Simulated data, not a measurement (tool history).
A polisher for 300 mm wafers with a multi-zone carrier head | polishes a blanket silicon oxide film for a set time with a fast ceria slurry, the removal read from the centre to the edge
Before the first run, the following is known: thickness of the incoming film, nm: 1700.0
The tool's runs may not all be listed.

| run | hour | flow of slurry (ml/min) | pressure of the head's centre zone | pressure of the head's middle zone | pressure of the head's edge zone | polishing time (s) | film removed at the wafer's centre (Å) | film removed at mid-radius (Å) | film removed at the wafer's edge (Å) |
|---|---|---|---|---|---|---|---|---|---|
| 1 | 0 | 125 | 1 | 1 | 1 | 55 | 5031.1 | 4616 | 4725.8 |
| 2 | 8.2 | 125 | 1 | 1 | 1 | 62 | 5467.1 | 5189.3 | 5233.6 |
| 3 | 13.2 | 120 | 0.99 | 1 | 0.96 | 58 | 5135.6 | 4788.9 | 4854.2 |
| 4 | 17.8 | 120 | 1.05 | 1 | 0.96 | 58 | 5494.5 | 4799.2 | 4846.4 |
| 5 | 21.6 | 120 | 1.05 | 1 | 1.04 | 58 | 5416.8 | 4874.4 | 5031.1 |
| 6 | 27.5 | 120 | 1.05 | 0.96 | 1.04 | 58 | 5436.5 | 4729.4 | 4957.8 |

Predict the results of run 7:
| 7 | 36 | 120 | 1.02 | 0.99 | 0.99 | 54 | ? | ? | ? |

{"run 7": {"film removed at the wafer's centre (Å)": 5013.3, "film removed at mid-radius (Å)": 4418.5, "film removed at the wafer's edge (Å)": 4506.8}}
